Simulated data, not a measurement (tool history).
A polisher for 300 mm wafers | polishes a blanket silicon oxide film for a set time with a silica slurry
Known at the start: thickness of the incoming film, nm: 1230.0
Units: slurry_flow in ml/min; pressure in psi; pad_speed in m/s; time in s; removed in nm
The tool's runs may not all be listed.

run	day	slurry_flow	pressure	pad_speed	slurry_solids	time	removed
1	0.000	220	3.4	1.32	1.0	61	207.57
2	0.338	220	3.1	1.26	1.0	61	188.20
3	0.575	220	2.8	1.18	1.0	61	160.97
4	0.833	220	2.6	1.14	1.0	61	147.55
5	0.871	220	2.4	1.10	1.0	61	137.91
6	0.917	255	2.4	1.10	1.0	61	136.66
7	1.175	255	2.3	1.06	1.0	61	127.78
8	1.329	255	2.2	1.04	1.0	61	122.48
# day 1.508: slurry nozzle cleaned
9	1.508	255	2.1	1.02	1.0	61	119.16

The next listed run, before its measurement:
10	1.788	255	2.0	1.00	1.0	61	?

removed: 115.64 nm

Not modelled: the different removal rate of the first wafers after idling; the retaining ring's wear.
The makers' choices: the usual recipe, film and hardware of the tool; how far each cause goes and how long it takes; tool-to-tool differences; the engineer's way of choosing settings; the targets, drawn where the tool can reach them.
